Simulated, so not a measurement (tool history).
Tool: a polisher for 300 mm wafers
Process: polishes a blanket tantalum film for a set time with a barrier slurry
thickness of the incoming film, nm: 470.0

run	hour	flow of slurry (ml/min)	pressure of the wafer on the pad (kPa)	speed of the pad under the wafer (cm/s)	abrasive content of the slurry	polishing time (s)	film removed (Å)
1	0	180	9.7	80	1	31	218.79
2	7.3	180	9.7	80	0.8	31	196.83
3	14.6	180	9	80	0.8	31	187.65
4	17.6	180	9	80	0.8	31	183.3
5	23.8	180	7.6	80	0.8	31	160.9
6	26.5	180	9.7	80	0.8	31	200.31
7	31.9	180	9	80	0.8	31	181.74

Run 8 comes next. What will it give?
8	37.9	180	8.3	80	0.8	31	?

Run 8 gave film removed (Å) 172.22.
